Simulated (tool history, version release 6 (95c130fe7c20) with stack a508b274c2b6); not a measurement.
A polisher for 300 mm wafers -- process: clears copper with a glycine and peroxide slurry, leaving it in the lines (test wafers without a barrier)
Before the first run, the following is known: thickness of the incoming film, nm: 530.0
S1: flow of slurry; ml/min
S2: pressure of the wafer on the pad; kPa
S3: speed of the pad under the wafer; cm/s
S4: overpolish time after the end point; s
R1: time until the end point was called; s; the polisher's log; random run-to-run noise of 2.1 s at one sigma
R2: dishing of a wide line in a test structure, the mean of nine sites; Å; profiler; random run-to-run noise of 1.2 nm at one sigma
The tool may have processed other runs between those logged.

run	hour	S1	S2	S3	S4	R1	R2
1	0	290	17.9	80	27	138.09	619.41
2	1	290	18.6	80	26	136.88	626.57
3	8.5	290	18.6	80	19	132.42	486.28
4	16.9	290	19.3	80	19	135.5	505.74
5	22	290	20	82	18	125.93	518.7
6	25.1	290	20	82	26	129.92	660.28
7	26.7	290	20	84	25	123.78	664.85

Predict the results of run 8:
8	27.9	290	22.1	88	12	?	?

Run 8 produced R1 111.51 s, R2 418.6 Å.
